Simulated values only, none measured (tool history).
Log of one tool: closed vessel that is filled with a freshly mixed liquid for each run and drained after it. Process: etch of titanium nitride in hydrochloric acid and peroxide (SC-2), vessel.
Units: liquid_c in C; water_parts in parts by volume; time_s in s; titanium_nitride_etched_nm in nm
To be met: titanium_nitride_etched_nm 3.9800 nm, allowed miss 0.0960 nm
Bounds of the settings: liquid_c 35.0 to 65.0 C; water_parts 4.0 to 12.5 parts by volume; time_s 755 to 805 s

run  hour  liquid_c  water_parts  time_s  titanium_nitride_etched_nm
  1   0.0      49.0          7.0     755                     13.2110
  2   8.6      46.0          7.5     755                     10.1420
  3  11.7      46.0          7.5     755                     10.1280
  4  13.8      46.0          7.5     805                     10.9090
  5  18.3      44.0          8.0     805                      8.9432
  6  21.3      49.0          8.0     805                     12.7890
  7  27.8      46.0          8.5     805                      9.8608
  8  32.1      44.0          8.5     805                      8.6276
  9  36.1      42.0          9.0     805                      7.0798

Which of these 5 next moves meets every target?
  A  40.1      51.0          9.5     790                           ?
  B  40.1      38.0         12.5     755                           ?
  C  40.1      36.0         10.0     755                           ?
  D  40.1      35.5         10.5     755                           ?
  E  40.1      44.5          8.5     805                           ?

move  titanium_nitride_etched_nm
   A                     12.3450
   B                      3.8139
   C                      3.9874
   D                      3.6907
   E                      8.8769
A: further off than the last run
B: takes the result that was furthest off past its target
C: meets every target
D: takes the result that was furthest off past its target
E: further off than the last run
Answer: C
